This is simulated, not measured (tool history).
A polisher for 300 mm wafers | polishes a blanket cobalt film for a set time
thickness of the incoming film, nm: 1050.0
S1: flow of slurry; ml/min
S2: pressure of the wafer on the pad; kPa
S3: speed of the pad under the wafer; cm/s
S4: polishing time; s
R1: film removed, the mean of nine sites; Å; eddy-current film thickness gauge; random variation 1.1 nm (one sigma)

run,hour,S1,S2,S3,S4,R1
1,0.0,255,17.2,94,56,2762.9
2,7.3,250,15.2,94,56,2531.8
3,13.0,250,13.1,94,56,2303.3
4,20.9,250,11.7,94,56,2153.9
5,25.7,250,11.7,94,59,2236.0
6,28.7,250,11.7,94,59,2257.8
7,36.6,250,10.3,94,59,2085.7
8,38.5,250,10.3,94,59,2078.9

Run 9 comes next. What will it give?
9,47.2,250,9.7,94,59,?

Run 9 gave R1 1982.4 Å.
